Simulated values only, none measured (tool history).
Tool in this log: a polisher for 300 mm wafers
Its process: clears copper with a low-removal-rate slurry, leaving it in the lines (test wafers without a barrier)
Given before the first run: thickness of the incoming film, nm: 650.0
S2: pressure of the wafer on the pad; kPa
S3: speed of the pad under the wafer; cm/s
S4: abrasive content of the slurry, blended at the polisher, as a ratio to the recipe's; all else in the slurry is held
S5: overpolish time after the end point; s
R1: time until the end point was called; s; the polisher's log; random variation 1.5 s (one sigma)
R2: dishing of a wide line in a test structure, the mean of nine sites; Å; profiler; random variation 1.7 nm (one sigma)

Run 1, hour 0: flow of slurry (ml/min) 260, S2 27.6 kPa, S3 106 cm/s, S4 1, S5 12 s. Result: R1 126.33 s, R2 430.36 Å.
Run 2, hour 2.6: flow of slurry (ml/min) 260, S2 29.6 kPa, S3 106 cm/s, S4 1, S5 14 s. Result: R1 121.37 s, R2 516.88 Å.
Run 3, hour 7.2: flow of slurry (ml/min) 260, S2 31.7 kPa, S3 106 cm/s, S4 1, S5 15 s. Result: R1 114.44 s, R2 584.76 Å.
Run 4, hour 10.6: flow of slurry (ml/min) 260, S2 31.7 kPa, S3 106 cm/s, S4 0.9, S5 15 s. Result: R1 119.38 s, R2 537.59 Å.
Run 5, hour 13.5: flow of slurry (ml/min) 260, S2 31.7 kPa, S3 90 cm/s, S4 0.9, S5 15 s. Result: R1 129.98 s, R2 519.84 Å.
Run 6, hour 22.3: flow of slurry (ml/min) 260, S2 34.5 kPa, S3 92 cm/s, S4 0.95, S5 16 s. Result: R1 116.64 s, R2 587.4 Å.

Expected results for the next run?
Run 7, hour 25.5: flow of slurry (ml/min) 260, S2 35.9 kPa, S3 94 cm/s, S4 0.95, S5 17 s. Result: R1 ?, R2 ?.

Logged for run 7: R1 112.26 s, R2 641.96 Å.
